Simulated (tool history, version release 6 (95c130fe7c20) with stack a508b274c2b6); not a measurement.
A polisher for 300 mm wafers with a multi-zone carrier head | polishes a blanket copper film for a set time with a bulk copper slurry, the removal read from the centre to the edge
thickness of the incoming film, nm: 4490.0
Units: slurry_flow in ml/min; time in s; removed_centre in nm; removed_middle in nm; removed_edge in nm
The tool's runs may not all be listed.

run 1 hour=0 | slurry_flow=190 centre_zone=1 middle_zone=1 edge_zone=1 slurry_solids=1 time=32 | removed_centre=249.09 removed_middle=263.89 removed_edge=260.09
run 2 hour=1.3 | slurry_flow=190 centre_zone=1 middle_zone=1.06 edge_zone=1 slurry_solids=1 time=32 | removed_centre=250.08 removed_middle=272.41 removed_edge=256.45
run 3 hour=2.9 | slurry_flow=190 centre_zone=1 middle_zone=1.06 edge_zone=0.92 slurry_solids=1 time=32 | removed_centre=249.44 removed_middle=268.9 removed_edge=250.44
run 4 hour=4.6 | slurry_flow=190 centre_zone=1 middle_zone=1.12 edge_zone=0.92 slurry_solids=1 time=32 | removed_centre=249.75 removed_middle=283.89 removed_edge=249.23
run 5 hour=10.2 | slurry_flow=190 centre_zone=1 middle_zone=1.12 edge_zone=0.87 slurry_solids=1 time=32 | removed_centre=251.51 removed_middle=281.67 removed_edge=243.27
run 6 hour=11.4 | slurry_flow=190 centre_zone=1 middle_zone=1.12 edge_zone=0.87 slurry_solids=1 time=26 | removed_centre=201.69 removed_middle=234.01 removed_edge=198.11
run 7 hour=12.9 | slurry_flow=185 centre_zone=1 middle_zone=1.11 edge_zone=0.86 slurry_solids=0.95 time=26 | removed_centre=200.2 removed_middle=224.24 removed_edge=196.96
run 8 hour=13.7 | slurry_flow=185 centre_zone=1.01 middle_zone=1.11 edge_zone=0.85 slurry_solids=0.9 time=26 | removed_centre=199.91 removed_middle=221.35 removed_edge=192.69

The next listed run, before its measurement:
run 9 hour=15.4 | slurry_flow=180 centre_zone=1.01 middle_zone=1.11 edge_zone=0.85 slurry_solids=0.85 time=26 | removed_centre=? removed_middle=? removed_edge=?

removed_centre: 193.89 nm
removed_middle: 214.43 nm
removed_edge: 189.36 nm

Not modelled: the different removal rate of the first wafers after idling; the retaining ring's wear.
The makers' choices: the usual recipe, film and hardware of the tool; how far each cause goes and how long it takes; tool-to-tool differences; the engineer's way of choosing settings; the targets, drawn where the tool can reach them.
